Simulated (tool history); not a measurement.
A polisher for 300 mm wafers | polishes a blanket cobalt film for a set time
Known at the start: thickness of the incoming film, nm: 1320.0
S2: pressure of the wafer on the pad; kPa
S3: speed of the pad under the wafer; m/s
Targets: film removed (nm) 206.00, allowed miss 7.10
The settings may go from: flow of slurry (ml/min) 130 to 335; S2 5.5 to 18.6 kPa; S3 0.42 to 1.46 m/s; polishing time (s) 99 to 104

Run 1, hour 0.0: flow of slurry (ml/min) 215, S2 11.7 kPa, S3 0.94 m/s, polishing time (s) 99. Result: film removed (nm) 330.67.
Run 2, hour 2.9: flow of slurry (ml/min) 215, S2 10.3 kPa, S3 0.94 m/s, polishing time (s) 99. Result: film removed (nm) 306.39.
Run 3, hour 5.6: flow of slurry (ml/min) 215, S2 13.1 kPa, S3 0.94 m/s, polishing time (s) 99. Result: film removed (nm) 358.53.
Run 4, hour 10.7: flow of slurry (ml/min) 215, S2 11.0 kPa, S3 0.94 m/s, polishing time (s) 99. Result: film removed (nm) 319.22.
Run 5, hour 11.6: flow of slurry (ml/min) 215, S2 11.0 kPa, S3 0.94 m/s, polishing time (s) 104. Result: film removed (nm) 332.69.
Run 6, hour 19.0: flow of slurry (ml/min) 215, S2 13.1 kPa, S3 0.94 m/s, polishing time (s) 104. Result: film removed (nm) 378.91.
Run 7, hour 27.5: flow of slurry (ml/min) 210, S2 9.7 kPa, S3 0.82 m/s, polishing time (s) 104. Result: film removed (nm) 259.30.
Run 8, hour 34.3: flow of slurry (ml/min) 205, S2 9.0 kPa, S3 0.82 m/s, polishing time (s) 104. Result: film removed (nm) 248.41.
Run 9, hour 39.6: flow of slurry (ml/min) 205, S2 6.2 kPa, S3 0.80 m/s, polishing time (s) 104. Result: film removed (nm) 193.86.

5 next moves are on the table. One of them brings every result within its allowed miss. Which?
Run A, hour 44.9: flow of slurry (ml/min) 215, S2 6.9 kPa, S3 0.80 m/s, polishing time (s) 103. Result: film removed (nm) ?.
Run B, hour 44.9: flow of slurry (ml/min) 215, S2 8.3 kPa, S3 0.62 m/s, polishing time (s) 104. Result: film removed (nm) ?.
Run C, hour 44.9: flow of slurry (ml/min) 220, S2 7.6 kPa, S3 0.66 m/s, polishing time (s) 99. Result: film removed (nm) ?.
Run D, hour 44.9: flow of slurry (ml/min) 195, S2 6.9 kPa, S3 0.72 m/s, polishing time (s) 99. Result: film removed (nm) ?.
Run E, hour 44.9: flow of slurry (ml/min) 215, S2 6.9 kPa, S3 0.72 m/s, polishing time (s) 99. Result: film removed (nm) ?.

move  film removed (nm)
   A             201.89
   B             179.86
   C             171.91
   D             173.62
   E             175.33
A: meets every target
B: further off than the last run
C: further off than the last run
D: further off than the last run
E: further off than the last run
The right move is A.
